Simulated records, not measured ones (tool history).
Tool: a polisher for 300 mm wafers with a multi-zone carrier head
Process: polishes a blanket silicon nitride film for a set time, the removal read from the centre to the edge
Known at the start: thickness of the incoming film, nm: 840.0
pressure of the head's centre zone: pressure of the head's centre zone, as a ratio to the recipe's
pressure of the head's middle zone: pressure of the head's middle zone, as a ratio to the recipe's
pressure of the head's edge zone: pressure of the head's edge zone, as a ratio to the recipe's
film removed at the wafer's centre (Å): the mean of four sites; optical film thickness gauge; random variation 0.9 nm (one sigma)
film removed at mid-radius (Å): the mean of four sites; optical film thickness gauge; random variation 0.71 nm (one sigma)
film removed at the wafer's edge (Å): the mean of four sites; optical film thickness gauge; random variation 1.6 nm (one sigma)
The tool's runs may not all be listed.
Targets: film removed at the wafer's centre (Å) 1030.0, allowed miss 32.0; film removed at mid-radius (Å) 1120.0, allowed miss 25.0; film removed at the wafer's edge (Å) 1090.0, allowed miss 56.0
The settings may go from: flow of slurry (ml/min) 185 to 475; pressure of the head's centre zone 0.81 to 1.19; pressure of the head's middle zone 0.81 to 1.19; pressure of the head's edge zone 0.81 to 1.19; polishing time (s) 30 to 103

run	hour	flow of slurry (ml/min)	pressure of the head's centre zone	pressure of the head's middle zone	pressure of the head's edge zone	polishing time (s)	film removed at the wafer's centre (Å)	film removed at mid-radius (Å)	film removed at the wafer's edge (Å)
1	0.0	305	1.00	1.00	1.00	66	1326.9	1378.0	1335.8
2	1.1	305	0.99	0.99	0.98	65	1290.8	1337.9	1308.5
3	5.5	305	0.98	0.99	0.96	64	1268.0	1321.1	1291.0
4	12.1	350	0.98	0.99	0.96	64	1295.4	1331.7	1271.0
# hour 17.1: worn pad replaced by a new one
5	17.1	350	1.04	0.99	0.96	64	1497.5	1462.3	1429.1
6	19.2	350	1.04	0.99	0.96	72	1658.2	1645.1	1581.4
7	26.5	345	1.02	0.98	0.94	71	1603.8	1598.9	1513.4
8	30.6	335	1.00	0.97	0.93	71	1554.1	1581.4	1578.4
9	31.5	410	0.94	0.99	0.93	53	1161.6	1216.3	1184.5
10	32.0	410	0.94	0.99	0.93	53	1162.4	1217.6	1182.7
11	37.2	400	0.94	0.99	0.93	53	1151.6	1219.2	1160.5
12	45.2	390	0.94	0.99	0.93	53	1147.1	1217.5	1184.2
13	45.8	380	0.94	0.99	0.94	53	1142.2	1206.8	1159.7
14	49.4	370	0.94	0.99	0.94	53	1138.1	1204.6	1171.7
15	56.1	365	0.94	0.99	0.94	53	1150.4	1212.4	1171.3
16	64.0	370	0.92	0.99	0.96	52	1108.6	1187.8	1164.6

5 next moves are on the table. One of them brings every result within its allowed miss. Which?
A	71.9	420	0.81	0.89	1.02	53	?	?	?
B	71.9	385	0.92	0.99	0.98	49	?	?	?
C	71.9	380	1.02	0.82	0.96	55	?	?	?
D	71.9	415	1.11	0.93	0.93	48	?	?	?
E	71.9	405	1.01	0.86	0.92	54	?	?	?

move	film removed at the wafer's centre (Å)	film removed at mid-radius (Å)	film removed at the wafer's edge (Å)
A	1049.3	1127.0	1237.7
B	1054.6	1121.9	1116.6
C	1273.7	1091.3	1243.3
D	1194.0	1053.1	1074.3
E	1248.6	1115.5	1202.3
A: brings the result that was furthest off to its target, and leaves another outside
B: meets every target
C: takes the result that was furthest off past its target
D: takes the result that was furthest off past its target
E: brings the result that was furthest off to its target, and leaves another outside
Move B is the one to make.

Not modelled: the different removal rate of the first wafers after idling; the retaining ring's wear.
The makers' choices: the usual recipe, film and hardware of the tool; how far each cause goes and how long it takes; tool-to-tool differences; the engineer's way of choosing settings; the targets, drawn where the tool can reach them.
